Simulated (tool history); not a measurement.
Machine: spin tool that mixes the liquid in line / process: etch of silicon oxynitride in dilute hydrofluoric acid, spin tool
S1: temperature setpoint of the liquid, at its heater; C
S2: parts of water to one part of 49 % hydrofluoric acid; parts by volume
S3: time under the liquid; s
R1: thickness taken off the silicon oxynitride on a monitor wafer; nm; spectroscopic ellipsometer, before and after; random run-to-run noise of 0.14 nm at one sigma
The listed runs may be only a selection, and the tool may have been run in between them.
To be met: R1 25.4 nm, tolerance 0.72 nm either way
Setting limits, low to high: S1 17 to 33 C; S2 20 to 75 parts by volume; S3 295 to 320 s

run,day,S1,S2,S3,R1
1,0,25,45,295,9.6089
2,0.067,26.5,45,295,10.386
3,0.354,26.5,45,320,11.21
4,0.454,26.5,45,295,10.335
# day 0.638: hydrofluoric acid flow meter replaced
5,0.638,26.5,40,295,12.888
6,0.788,28.5,40,295,14.133
7,1.146,30,35,295,17.521
8,1.233,30,35,295,17.309

Of the 4 settings listed for the next run, only one would bring every result within its allowed miss of target. Which one?
A,1.321,30.5,25,320,?
B,1.321,31,25,315,?
C,1.321,33,30,320,?
D,1.321,30.5,25,315,?

move,R1
A,27.245
B,27.461
C,25.413
D,26.819
A: pushes the last run's worst result past its target
B: pushes the last run's worst result past its target
C: all results in spec
D: pushes the last run's worst result past its target
The right move is C.
